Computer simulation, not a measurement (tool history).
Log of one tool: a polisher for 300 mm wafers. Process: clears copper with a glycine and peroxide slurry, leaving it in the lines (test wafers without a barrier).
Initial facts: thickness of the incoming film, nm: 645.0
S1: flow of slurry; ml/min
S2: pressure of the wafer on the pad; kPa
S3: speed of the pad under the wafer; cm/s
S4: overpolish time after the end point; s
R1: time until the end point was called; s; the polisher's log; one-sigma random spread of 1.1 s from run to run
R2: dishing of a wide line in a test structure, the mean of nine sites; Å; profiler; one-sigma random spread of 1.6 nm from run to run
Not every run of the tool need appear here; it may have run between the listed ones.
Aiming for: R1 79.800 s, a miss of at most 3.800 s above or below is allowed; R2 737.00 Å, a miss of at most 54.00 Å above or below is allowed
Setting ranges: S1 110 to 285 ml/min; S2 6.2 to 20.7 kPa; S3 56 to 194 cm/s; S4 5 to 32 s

Run 1, hour 0.0: S1 180 ml/min, S2 13.1 kPa, S3 124 cm/s, S4 16 s. Result: R1 106.560 s, R2 551.81 Å.
Run 2, hour 1.1: S1 215 ml/min, S2 13.1 kPa, S3 124 cm/s, S4 16 s. Result: R1 105.910 s, R2 555.55 Å.
Run 3, hour 2.9: S1 215 ml/min, S2 14.5 kPa, S3 126 cm/s, S4 16 s. Result: R1 98.101 s, R2 620.44 Å.
Run 4, hour 10.2: S1 215 ml/min, S2 12.4 kPa, S3 126 cm/s, S4 16 s. Result: R1 109.410 s, R2 562.40 Å.
Run 5, hour 13.5: S1 215 ml/min, S2 14.5 kPa, S3 128 cm/s, S4 16 s. Result: R1 95.396 s, R2 603.41 Å.
Run 6, hour 20.5: S1 215 ml/min, S2 14.5 kPa, S3 100 cm/s, S4 16 s. Result: R1 115.480 s, R2 536.32 Å.
Run 7, hour 21.2: S1 215 ml/min, S2 16.5 kPa, S3 102 cm/s, S4 16 s. Result: R1 104.180 s, R2 544.36 Å.
Run 8, hour 28.0: S1 215 ml/min, S2 17.9 kPa, S3 108 cm/s, S4 17 s. Result: R1 97.399 s, R2 651.17 Å.
Run 9, hour 28.6: S1 215 ml/min, S2 18.6 kPa, S3 114 cm/s, S4 17 s. Result: R1 91.317 s, R2 674.43 Å.
Run 10, hour 31.6: S1 215 ml/min, S2 19.3 kPa, S3 118 cm/s, S4 17 s. Result: R1 84.314 s, R2 693.64 Å.

4 candidate next runs follow, results not yet known. Just one meets every target within its allowed miss. Identify it.
Run A, hour 34.6: S1 285 ml/min, S2 17.2 kPa, S3 138 cm/s, S4 18 s. Result: R1 ?, R2 ?.
Run B, hour 34.6: S1 220 ml/min, S2 16.5 kPa, S3 164 cm/s, S4 23 s. Result: R1 ?, R2 ?.
Run C, hour 34.6: S1 185 ml/min, S2 20.7 kPa, S3 146 cm/s, S4 15 s. Result: R1 ?, R2 ?.
Run D, hour 34.6: S1 180 ml/min, S2 20.7 kPa, S3 138 cm/s, S4 24 s. Result: R1 ?, R2 ?.

move      R1      R2
   A  79.873  726.43
   B  73.750  858.45
   C  69.976  717.78
   D  73.303  917.78
A: every result within its allowed miss
B: carries the result that was furthest off beyond its target, to the other side
C: carries the result that was furthest off beyond its target, to the other side
D: carries the result that was furthest off beyond its target, to the other side
Move A is the one to make.
